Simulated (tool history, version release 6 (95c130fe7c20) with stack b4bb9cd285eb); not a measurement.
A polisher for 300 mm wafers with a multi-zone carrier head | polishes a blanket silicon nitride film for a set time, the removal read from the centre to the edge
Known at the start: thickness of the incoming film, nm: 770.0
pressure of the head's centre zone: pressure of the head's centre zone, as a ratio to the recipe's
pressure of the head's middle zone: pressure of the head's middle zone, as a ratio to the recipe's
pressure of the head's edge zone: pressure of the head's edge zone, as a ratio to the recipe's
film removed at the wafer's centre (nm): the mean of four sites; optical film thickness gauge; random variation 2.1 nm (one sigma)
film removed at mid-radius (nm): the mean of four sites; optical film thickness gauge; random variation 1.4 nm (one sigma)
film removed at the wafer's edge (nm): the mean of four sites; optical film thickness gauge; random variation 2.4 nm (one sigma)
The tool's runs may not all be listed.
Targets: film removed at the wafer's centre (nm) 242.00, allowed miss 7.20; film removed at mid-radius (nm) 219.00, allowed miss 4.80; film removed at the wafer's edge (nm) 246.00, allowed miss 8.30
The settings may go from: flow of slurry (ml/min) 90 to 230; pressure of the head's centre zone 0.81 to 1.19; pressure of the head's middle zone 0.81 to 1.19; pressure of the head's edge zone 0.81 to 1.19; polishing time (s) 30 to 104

run	hour	flow of slurry (ml/min)	pressure of the head's centre zone	pressure of the head's middle zone	pressure of the head's edge zone	polishing time (s)	film removed at the wafer's centre (nm)	film removed at mid-radius (nm)	film removed at the wafer's edge (nm)
1	0.0	150	1.00	1.00	1.00	67	176.05	171.57	174.90
2	1.8	155	1.01	1.00	1.02	68	182.25	176.19	179.25
3	10.8	185	1.01	1.00	1.02	68	189.95	179.41	179.79
4	19.2	185	1.07	1.00	1.02	68	202.77	181.24	181.39
5	23.2	175	1.07	1.00	1.03	70	205.38	182.26	185.88
6	29.2	175	1.14	1.00	1.03	70	218.48	184.51	183.46
7	34.1	175	1.13	1.00	1.04	71	220.66	186.54	190.34
8	35.0	205	1.05	1.03	1.14	80	232.60	221.54	225.80
9	38.3	205	1.05	1.02	1.14	80	232.77	218.74	228.92
10	39.8	210	1.05	1.00	1.17	82	247.42	221.50	236.94

4 next moves are on the table. One of them brings every result within its allowed miss. Which?
A	41.3	205	1.08	1.07	1.10	81	?	?	?
B	41.3	190	1.00	0.95	1.19	86	?	?	?
C	41.3	205	1.04	0.93	1.16	86	?	?	?
D	41.3	155	1.02	0.91	1.19	88	?	?	?

move	film removed at the wafer's centre (nm)	film removed at mid-radius (nm)	film removed at the wafer's edge (nm)
A	247.01	230.83	224.87
B	239.36	219.14	245.16
C	252.23	217.76	244.64
D	239.75	208.52	244.37
A: further off than the last run
B: meets every target
C: brings the result that was furthest off to its target, and leaves another outside
D: brings the result that was furthest off to its target, and leaves another outside
Move B is the one to make.

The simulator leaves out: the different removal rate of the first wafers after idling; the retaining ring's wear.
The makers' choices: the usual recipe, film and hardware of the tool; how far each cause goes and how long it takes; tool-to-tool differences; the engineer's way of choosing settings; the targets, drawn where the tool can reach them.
